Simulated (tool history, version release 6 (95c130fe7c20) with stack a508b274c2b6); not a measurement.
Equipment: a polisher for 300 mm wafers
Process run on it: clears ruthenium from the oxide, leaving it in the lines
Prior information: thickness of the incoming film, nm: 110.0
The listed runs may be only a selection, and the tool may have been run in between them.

run	hour	flow of slurry (ml/min)	pressure of the wafer on the pad (psi)	speed of the pad under the wafer (m/s)	overpolish time after the end point (s)	time until the end point was called (s)
1	0.0	130	2.7	1.26	41	52.211
2	2.6	130	2.7	1.14	41	56.759
3	10.6	130	2.7	1.14	41	55.880
4	18.0	130	2.7	1.14	44	56.022
5	25.8	130	2.4	1.14	44	62.876
6	27.4	135	2.7	1.14	44	56.713

What will run 7 give?
7	31.0	135	2.9	1.14	44	?

time until the end point was called (s): 51.956
